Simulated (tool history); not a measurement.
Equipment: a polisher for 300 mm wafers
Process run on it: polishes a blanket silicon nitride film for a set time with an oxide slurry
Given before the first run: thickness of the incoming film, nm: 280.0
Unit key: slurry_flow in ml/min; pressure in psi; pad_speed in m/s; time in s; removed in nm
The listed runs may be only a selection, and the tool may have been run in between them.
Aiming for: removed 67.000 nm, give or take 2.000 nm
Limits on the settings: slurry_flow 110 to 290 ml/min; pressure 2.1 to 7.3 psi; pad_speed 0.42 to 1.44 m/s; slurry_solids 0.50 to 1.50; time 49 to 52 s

| run | hour | slurry_flow | pressure | pad_speed | slurry_solids | time | removed |
|---|---|---|---|---|---|---|---|
| 1 | 0.0 | 185 | 4.7 | 0.92 | 1.00 | 49 | 36.824 |
| 2 | 2.9 | 190 | 5.4 | 0.92 | 1.00 | 49 | 41.829 |
| 3 | 9.7 | 215 | 5.4 | 0.92 | 1.00 | 49 | 42.097 |
| 4 | 17.0 | 215 | 5.9 | 0.96 | 1.00 | 49 | 46.638 |
| 5 | 18.9 | 215 | 6.3 | 0.96 | 1.00 | 49 | 50.453 |
| 6 | 21.1 | 215 | 5.6 | 0.96 | 1.00 | 49 | 44.969 |
| 7 | 28.1 | 215 | 6.1 | 1.00 | 1.00 | 49 | 50.423 |
| 8 | 34.8 | 215 | 6.4 | 1.02 | 1.00 | 49 | 53.025 |
| 9 | 41.8 | 215 | 6.7 | 1.06 | 1.00 | 49 | 57.241 |

4 next moves are on the table. One of them brings every result within its allowed miss. Which?
| A | 48.8 | 230 | 7.3 | 0.96 | 1.10 | 51 | ? |
| B | 48.8 | 255 | 5.9 | 0.88 | 1.00 | 49 | ? |
| C | 48.8 | 220 | 7.2 | 1.24 | 0.95 | 49 | ? |
| D | 48.8 | 240 | 6.7 | 1.16 | 0.90 | 52 | ? |

| move | removed |
|---|---|
| A | 62.356 |
| B | 44.818 |
| C | 67.116 |
| D | 62.388 |
A: nearer than the last run, and not there yet
B: moves away from the targets compared with the last run
C: every result lands within tolerance
D: nearer than the last run, and not there yet
Go with C: it meets all targets.
